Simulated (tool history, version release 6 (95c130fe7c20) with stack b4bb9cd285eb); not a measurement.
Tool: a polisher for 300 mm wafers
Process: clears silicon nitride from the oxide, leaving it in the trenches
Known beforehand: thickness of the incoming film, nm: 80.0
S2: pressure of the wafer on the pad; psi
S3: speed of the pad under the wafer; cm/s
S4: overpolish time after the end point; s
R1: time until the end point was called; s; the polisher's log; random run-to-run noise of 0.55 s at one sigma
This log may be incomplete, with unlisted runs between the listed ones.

Run 1, hour 0.0: flow of slurry (ml/min) 240, S2 3.3 psi, S3 98 cm/s, S4 37 s. Result: R1 81.138 s.
Run 2, hour 3.2: flow of slurry (ml/min) 240, S2 3.3 psi, S3 98 cm/s, S4 40 s. Result: R1 82.115 s.
Run 3, hour 12.0: flow of slurry (ml/min) 180, S2 3.3 psi, S3 98 cm/s, S4 40 s. Result: R1 85.939 s.
Run 4, hour 14.3: flow of slurry (ml/min) 195, S2 3.5 psi, S3 98 cm/s, S4 40 s. Result: R1 80.167 s.
Run 5, hour 18.1: flow of slurry (ml/min) 195, S2 3.5 psi, S3 98 cm/s, S4 40 s. Result: R1 80.932 s.
Run 6, hour 23.4: flow of slurry (ml/min) 195, S2 4.0 psi, S3 98 cm/s, S4 40 s. Result: R1 70.189 s.
Run 7, hour 25.3: flow of slurry (ml/min) 210, S2 4.1 psi, S3 98 cm/s, S4 40 s. Result: R1 66.751 s.
Run 8, hour 28.9: flow of slurry (ml/min) 220, S2 4.1 psi, S3 98 cm/s, S4 40 s. Result: R1 68.077 s.
Run 9, hour 29.7: flow of slurry (ml/min) 225, S2 4.2 psi, S3 98 cm/s, S4 40 s. Result: R1 65.690 s.
Run 10, hour 38.0: flow of slurry (ml/min) 230, S2 4.2 psi, S3 98 cm/s, S4 40 s. Result: R1 66.576 s.

Run 11 comes next. What will it give?
Run 11, hour 45.8: flow of slurry (ml/min) 230, S2 4.2 psi, S3 98 cm/s, S4 40 s. Result: R1 ?.

Logged for run 11: R1 66.867 s.
